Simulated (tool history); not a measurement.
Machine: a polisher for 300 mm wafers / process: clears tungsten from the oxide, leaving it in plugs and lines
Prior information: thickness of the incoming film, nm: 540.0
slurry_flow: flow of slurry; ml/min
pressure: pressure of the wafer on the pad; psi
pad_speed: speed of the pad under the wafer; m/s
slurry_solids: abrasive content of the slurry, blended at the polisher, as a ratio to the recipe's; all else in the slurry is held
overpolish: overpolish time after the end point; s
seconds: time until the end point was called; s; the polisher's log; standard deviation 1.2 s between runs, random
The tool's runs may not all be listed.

Run 1, hour 0.0: slurry_flow 240 ml/min, pressure 4.1 psi, pad_speed 1.08 m/s, slurry_solids 1.0, overpolish 6 s. Result: seconds 95.270 s.
Run 2, hour 4.4: slurry_flow 240 ml/min, pressure 4.5 psi, pad_speed 1.10 m/s, slurry_solids 1.0, overpolish 6 s. Result: seconds 84.068 s.
Run 3, hour 5.9: slurry_flow 240 ml/min, pressure 4.7 psi, pad_speed 1.10 m/s, slurry_solids 1.0, overpolish 6 s. Result: seconds 82.042 s.
Run 4, hour 11.3: slurry_flow 240 ml/min, pressure 4.9 psi, pad_speed 1.12 m/s, slurry_solids 1.0, overpolish 6 s. Result: seconds 78.231 s.
Run 5, hour 19.9: slurry_flow 240 ml/min, pressure 4.9 psi, pad_speed 0.96 m/s, slurry_solids 1.0, overpolish 6 s. Result: seconds 85.860 s.
Run 6, hour 27.5: slurry_flow 240 ml/min, pressure 5.2 psi, pad_speed 0.98 m/s, slurry_solids 1.0, overpolish 6 s. Result: seconds 79.726 s.
Run 7, hour 30.7: slurry_flow 240 ml/min, pressure 5.4 psi, pad_speed 1.00 m/s, slurry_solids 1.0, overpolish 6 s. Result: seconds 79.669 s.
Run 8, hour 34.0: slurry_flow 240 ml/min, pressure 5.6 psi, pad_speed 1.04 m/s, slurry_solids 1.0, overpolish 6 s. Result: seconds 71.437 s.

What does the tool deliver on the next run?
Run 9, hour 39.6: slurry_flow 240 ml/min, pressure 5.7 psi, pad_speed 1.04 m/s, slurry_solids 1.0, overpolish 6 s. Result: seconds ?.

Run 9 gave seconds 71.513 s.

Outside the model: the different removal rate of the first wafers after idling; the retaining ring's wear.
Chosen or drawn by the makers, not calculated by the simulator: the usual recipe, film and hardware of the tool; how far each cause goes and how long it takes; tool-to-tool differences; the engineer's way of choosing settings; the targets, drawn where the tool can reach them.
